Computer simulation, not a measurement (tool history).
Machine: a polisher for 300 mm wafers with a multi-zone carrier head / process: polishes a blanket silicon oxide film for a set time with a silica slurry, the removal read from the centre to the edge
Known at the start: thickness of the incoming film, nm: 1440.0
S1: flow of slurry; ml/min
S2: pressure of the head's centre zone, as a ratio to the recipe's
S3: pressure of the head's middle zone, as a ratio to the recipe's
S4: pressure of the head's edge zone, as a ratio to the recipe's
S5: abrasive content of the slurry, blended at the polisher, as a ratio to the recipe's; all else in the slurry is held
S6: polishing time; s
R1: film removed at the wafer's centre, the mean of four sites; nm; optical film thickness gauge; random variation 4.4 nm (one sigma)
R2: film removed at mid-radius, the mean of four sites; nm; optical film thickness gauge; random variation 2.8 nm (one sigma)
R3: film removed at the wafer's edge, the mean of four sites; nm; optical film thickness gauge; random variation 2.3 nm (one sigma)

run	day	S1	S2	S3	S4	S5	S6	R1	R2	R3
1	0.000	125	1.00	1.00	1.00	1.00	41	163.58	162.68	166.31
2	0.133	140	1.03	1.04	1.02	1.10	43	187.15	190.33	186.31
3	0.171	140	1.03	1.08	1.02	1.10	43	184.67	196.66	185.40
4	0.458	150	1.06	1.09	1.03	1.20	45	208.04	217.47	204.66
5	0.621	150	1.12	1.09	1.03	1.20	45	217.82	218.91	205.82
6	0.654	160	1.14	1.10	1.02	1.25	46	238.80	231.03	210.30
7	0.700	165	1.15	1.11	1.03	1.30	47	248.43	241.08	220.57
8	0.917	170	1.16	1.12	1.04	1.35	48	266.80	256.52	232.91

Predict the results of run 9:
9	1.012	175	1.17	1.13	1.05	1.40	49	?	?	?

Run 9 measured R1 278.03 nm, R2 264.51 nm, R3 240.68 nm.
